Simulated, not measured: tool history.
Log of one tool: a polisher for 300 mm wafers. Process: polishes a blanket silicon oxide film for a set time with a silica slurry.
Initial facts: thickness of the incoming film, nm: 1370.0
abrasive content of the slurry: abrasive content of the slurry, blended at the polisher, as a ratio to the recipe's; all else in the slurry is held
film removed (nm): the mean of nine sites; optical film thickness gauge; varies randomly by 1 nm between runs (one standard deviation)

| run | day | flow of slurry (ml/min) | pressure of the wafer on the pad (kPa) | speed of the pad under the wafer (cm/s) | abrasive content of the slurry | polishing time (s) | film removed (nm) |
|---|---|---|---|---|---|---|---|
| 1 | 0.000 | 235 | 35.2 | 122 | 1.00 | 31 | 136.470 |
| 2 | 0.296 | 235 | 35.2 | 122 | 1.15 | 31 | 148.690 |
| 3 | 0.342 | 235 | 38.6 | 122 | 1.15 | 31 | 159.150 |
| 4 | 0.658 | 235 | 38.6 | 122 | 1.05 | 31 | 155.450 |
| 5 | 0.979 | 235 | 32.4 | 120 | 1.05 | 31 | 130.380 |
| 6 | 1.275 | 235 | 27.6 | 118 | 1.05 | 31 | 109.060 |
| 7 | 1.383 | 235 | 25.5 | 118 | 1.05 | 31 | 102.140 |

Run 8 comes next. What will it give?
| 8 | 1.546 | 235 | 24.1 | 118 | 1.05 | 31 | ? |

film removed (nm): 96.555
